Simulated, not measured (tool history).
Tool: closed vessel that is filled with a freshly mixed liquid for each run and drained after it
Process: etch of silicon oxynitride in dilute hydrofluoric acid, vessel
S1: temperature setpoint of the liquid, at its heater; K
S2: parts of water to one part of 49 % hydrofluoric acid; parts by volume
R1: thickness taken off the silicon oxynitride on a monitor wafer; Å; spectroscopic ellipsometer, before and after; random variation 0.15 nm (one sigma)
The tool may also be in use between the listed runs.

{"run": 1, "day": 0.0, "S1": 297.15, "S2": 190, "time in the liquid (s)": 3060, "R1": 318.99}
{"run": 2, "day": 0.125, "S1": 296.15, "S2": 190, "time in the liquid (s)": 3060, "R1": 300.58}
{"run": 3, "day": 0.504, "S1": 296.15, "S2": 135, "time in the liquid (s)": 3060, "R1": 441.17}
{"run": 4, "day": 0.758, "S1": 294.65, "S2": 145, "time in the liquid (s)": 3060, "R1": 379.65}
{"run": 5, "day": 1.162, "S1": 294.65, "S2": 80, "time in the liquid (s)": 3060, "R1": 730.0}
{"run": 6, "day": 1.475, "S1": 293.65, "S2": 105, "time in the liquid (s)": 3060, "R1": 519.1}
{"run": 7, "day": 1.717, "S1": 292.65, "S2": 120, "time in the liquid (s)": 3060, "R1": 429.68}
{"run": 8, "day": 1.908, "S1": 292.15, "S2": 130, "time in the liquid (s)": 3060, "R1": 385.22}

Run 9 comes next. What will it give?
{"run": 9, "day": 2.121, "S1": 291.65, "S2": 140, "time in the liquid (s)": 3060, "R1": "?"}

{"run 9": {"R1": 346.17}}

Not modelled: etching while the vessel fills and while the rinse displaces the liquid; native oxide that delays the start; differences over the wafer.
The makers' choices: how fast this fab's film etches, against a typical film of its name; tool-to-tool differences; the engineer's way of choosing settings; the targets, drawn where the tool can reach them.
